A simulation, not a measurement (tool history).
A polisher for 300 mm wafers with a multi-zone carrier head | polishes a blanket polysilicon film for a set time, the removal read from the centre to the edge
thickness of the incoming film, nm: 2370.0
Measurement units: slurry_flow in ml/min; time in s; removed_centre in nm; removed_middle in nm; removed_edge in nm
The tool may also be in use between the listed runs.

{"run": 1, "hour": 0.0, "slurry_flow": 305, "centre_zone": 1, "middle_zone": 1, "edge_zone": 1, "time": 80, "removed_centre": 588.14, "removed_middle": 590.42, "removed_edge": 586.89}
{"run": 2, "hour": 6.2, "slurry_flow": 305, "centre_zone": 1, "middle_zone": 1, "edge_zone": 1, "time": 69, "removed_centre": 495.83, "removed_middle": 495.52, "removed_edge": 504.16}
{"run": 3, "hour": 15.0, "slurry_flow": 310, "centre_zone": 1.02, "middle_zone": 1.03, "edge_zone": 1.01, "time": 71, "removed_centre": 527.59, "removed_middle": 541.47, "removed_edge": 515.16}
{"run": 4, "hour": 19.7, "slurry_flow": 310, "centre_zone": 1.03, "middle_zone": 1.04, "edge_zone": 1.03, "time": 73, "removed_centre": 544.79, "removed_middle": 552.61, "removed_edge": 539.88}
{"run": 5, "hour": 21.0, "slurry_flow": 235, "centre_zone": 1.03, "middle_zone": 1.04, "edge_zone": 1.03, "time": 73, "removed_centre": 523.71, "removed_middle": 541.01, "removed_edge": 530.1}
{"run": 6, "hour": 27.9, "slurry_flow": 280, "centre_zone": 1.03, "middle_zone": 1.04, "edge_zone": 1.03, "time": 73, "removed_centre": 543.07, "removed_middle": 544.12, "removed_edge": 535.63}
{"run": 7, "hour": 36.7, "slurry_flow": 290, "centre_zone": 1.04, "middle_zone": 1.06, "edge_zone": 1.04, "time": 74, "removed_centre": 553.95, "removed_middle": 575.06, "removed_edge": 541.82}
{"run": 8, "hour": 44.8, "slurry_flow": 290, "centre_zone": 1.04, "middle_zone": 1.06, "edge_zone": 1.04, "time": 74, "removed_centre": 559.7, "removed_middle": 564.14, "removed_edge": 549.5}
{"run": 9, "hour": 49.7, "slurry_flow": 300, "centre_zone": 1.05, "middle_zone": 1.08, "edge_zone": 1.05, "time": 75, "removed_centre": 572.65, "removed_middle": 588.17, "removed_edge": 549.36}
{"run": 10, "hour": 50.3, "slurry_flow": 300, "centre_zone": 1.05, "middle_zone": 1.08, "edge_zone": 1.05, "time": 75, "removed_centre": 574.37, "removed_middle": 597.17, "removed_edge": 557.28}
{"run": 11, "hour": 56.5, "slurry_flow": 310, "centre_zone": 1.06, "middle_zone": 1.09, "edge_zone": 1.07, "time": 75, "removed_centre": 582.04, "removed_middle": 600.53, "removed_edge": 569.98}
{"run": 12, "hour": 59.7, "slurry_flow": 320, "centre_zone": 1.07, "middle_zone": 1.1, "edge_zone": 1.08, "time": 75, "removed_centre": 583.62, "removed_middle": 598.81, "removed_edge": 565.66}

Run 13 has not been measured yet. What should we expect?
{"run": 13, "hour": 62.8, "slurry_flow": 325, "centre_zone": 1.08, "middle_zone": 1.11, "edge_zone": 1.09, "time": 76, "removed_centre": "?", "removed_middle": "?", "removed_edge": "?"}

removed_centre: 596.47 nm
removed_middle: 606.52 nm
removed_edge: 580.25 nm
